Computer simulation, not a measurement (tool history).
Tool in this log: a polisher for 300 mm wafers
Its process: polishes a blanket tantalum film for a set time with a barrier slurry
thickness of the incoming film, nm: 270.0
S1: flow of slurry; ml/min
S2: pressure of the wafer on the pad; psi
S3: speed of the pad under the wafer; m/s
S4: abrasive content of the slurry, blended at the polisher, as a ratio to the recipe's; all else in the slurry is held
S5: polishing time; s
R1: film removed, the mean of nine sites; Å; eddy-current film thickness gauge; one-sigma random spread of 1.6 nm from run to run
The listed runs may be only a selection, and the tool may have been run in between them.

run  hour   S1   S2    S3   S4  S5      R1
  1   0.0  195  1.8  0.96  1.0  49  542.63
  2   4.6  195  1.8  0.96  1.0  49  549.59
  3   5.4  195  1.5  0.96  1.0  49  451.21
  4   7.5  195  1.8  0.98  1.0  49  549.72
  5   8.6  195  2.1  1.02  1.0  49  683.64
  6  15.3  195  2.1  1.02  1.0  49  693.38
     21.8  -- slurry blender recalibrated
  7  21.8  195  2.3  1.04  1.0  49  852.55

The next listed run, before its measurement:
  8  29.2  195  2.4  1.04  1.0  49   ?

R1: 878.65 Å
